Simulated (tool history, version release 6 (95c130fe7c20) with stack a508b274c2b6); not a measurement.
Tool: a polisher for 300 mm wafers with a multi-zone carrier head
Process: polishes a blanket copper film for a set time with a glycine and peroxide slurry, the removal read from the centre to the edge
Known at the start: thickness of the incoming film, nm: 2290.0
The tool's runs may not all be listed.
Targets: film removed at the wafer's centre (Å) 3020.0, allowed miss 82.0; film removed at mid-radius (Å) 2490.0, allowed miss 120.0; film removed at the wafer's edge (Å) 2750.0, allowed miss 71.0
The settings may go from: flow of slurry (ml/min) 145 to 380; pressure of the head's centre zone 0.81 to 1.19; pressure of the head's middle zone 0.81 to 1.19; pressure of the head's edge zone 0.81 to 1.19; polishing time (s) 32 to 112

| run | hour | flow of slurry (ml/min) | pressure of the head's centre zone | pressure of the head's middle zone | pressure of the head's edge zone | polishing time (s) | film removed at the wafer's centre (Å) | film removed at mid-radius (Å) | film removed at the wafer's edge (Å) |
|---|---|---|---|---|---|---|---|---|---|
| 1 | 0.0 | 245 | 1.00 | 1.00 | 1.00 | 72 | 4048.8 | 3846.4 | 3918.0 |
| 2 | 1.6 | 245 | 1.00 | 1.00 | 1.07 | 72 | 4004.3 | 3776.4 | 4095.2 |
| 3 | 10.4 | 240 | 1.00 | 0.98 | 1.05 | 69 | 3822.0 | 3652.5 | 3818.2 |
| 4 | 12.1 | 240 | 1.00 | 0.98 | 1.05 | 60 | 3349.0 | 3159.3 | 3385.0 |
| 5 | 17.4 | 240 | 1.01 | 0.96 | 1.04 | 59 | 3308.8 | 3085.6 | 3278.2 |
| 6 | 18.4 | 235 | 1.02 | 0.94 | 1.04 | 58 | 3290.3 | 2991.4 | 3203.3 |
| 7 | 26.9 | 230 | 1.02 | 0.92 | 1.04 | 57 | 3174.4 | 2884.2 | 3145.9 |
| 8 | 34.9 | 225 | 1.03 | 0.91 | 1.03 | 56 | 3132.9 | 2812.5 | 3111.5 |
| 9 | 42.3 | 225 | 1.04 | 0.90 | 1.01 | 56 | 3164.9 | 2854.9 | 3092.4 |
| 10 | 43.8 | 230 | 1.05 | 0.89 | 1.01 | 55 | 3149.0 | 2693.2 | 3037.0 |
| 11 | 46.8 | 225 | 1.05 | 0.88 | 0.99 | 55 | 3157.1 | 2624.9 | 2988.0 |
| 12 | 50.0 | 190 | 1.03 | 0.88 | 0.89 | 53 | 2901.1 | 2565.5 | 2687.5 |
| 13 | 51.0 | 195 | 1.03 | 0.87 | 0.89 | 53 | 2913.3 | 2514.7 | 2740.1 |

Which of these 4 next moves meets every target?
| A | 52.0 | 190 | 1.04 | 0.83 | 0.88 | 55 | ? | ? | ? |
| B | 52.0 | 225 | 0.99 | 0.85 | 0.99 | 52 | ? | ? | ? |
| C | 52.0 | 205 | 1.03 | 0.94 | 0.91 | 51 | ? | ? | ? |
| D | 52.0 | 230 | 0.98 | 0.89 | 0.95 | 52 | ? | ? | ? |

| move | film removed at the wafer's centre (Å) | film removed at mid-radius (Å) | film removed at the wafer's edge (Å) |
|---|---|---|---|
| A | 3065.4 | 2500.3 | 2785.0 |
| B | 2842.5 | 2465.3 | 2833.7 |
| C | 2857.3 | 2543.7 | 2643.1 |
| D | 2824.0 | 2547.0 | 2785.2 |
A: meets every target
B: further off than the last run
C: further off than the last run
D: further off than the last run
The right move is A.
